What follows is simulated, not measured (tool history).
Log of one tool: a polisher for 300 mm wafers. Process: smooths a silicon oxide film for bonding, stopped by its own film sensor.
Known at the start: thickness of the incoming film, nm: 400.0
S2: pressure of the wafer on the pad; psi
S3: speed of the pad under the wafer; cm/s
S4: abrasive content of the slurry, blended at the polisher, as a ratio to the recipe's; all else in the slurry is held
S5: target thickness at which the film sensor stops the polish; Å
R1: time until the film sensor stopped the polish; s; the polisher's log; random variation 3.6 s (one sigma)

run 1 hour=0.0 | flow_of_slurry_(ml/min)=255 S2=1.6 S3=72 S4=1.00 S5=3140 | R1=201.84
run 2 hour=1.8 | flow_of_slurry_(ml/min)=255 S2=1.6 S3=72 S4=1.00 S5=3100 | R1=216.20
run 3 hour=6.5 | flow_of_slurry_(ml/min)=255 S2=1.6 S3=72 S4=0.85 S5=3100 | R1=232.08
run 4 hour=9.8 | flow_of_slurry_(ml/min)=255 S2=1.4 S3=72 S4=0.85 S5=3100 | R1=255.18
run 5 hour=16.7 | flow_of_slurry_(ml/min)=300 S2=1.4 S3=72 S4=0.85 S5=3100 | R1=251.45
run 6 hour=18.7 | flow_of_slurry_(ml/min)=345 S2=1.4 S3=72 S4=0.85 S5=3100 | R1=254.98
run 7 hour=26.2 | flow_of_slurry_(ml/min)=345 S2=1.2 S3=72 S4=0.85 S5=3100 | R1=278.07
run 8 hour=32.6 | flow_of_slurry_(ml/min)=345 S2=1.1 S3=72 S4=0.85 S5=3100 | R1=294.62
run 9 hour=37.0 | flow_of_slurry_(ml/min)=345 S2=1.0 S3=72 S4=0.85 S5=3100 | R1=312.01
run 10 hour=42.8 | flow_of_slurry_(ml/min)=335 S2=0.7 S3=72 S4=0.85 S5=3100 | R1=389.66
run 11 hour=46.0 | flow_of_slurry_(ml/min)=340 S2=0.7 S3=72 S4=0.85 S5=3100 | R1=392.48

Forecast run 12:
run 12 hour=50.9 | flow_of_slurry_(ml/min)=345 S2=0.7 S3=72 S4=0.85 S5=3100 | R1=?

R1: 392.11 s
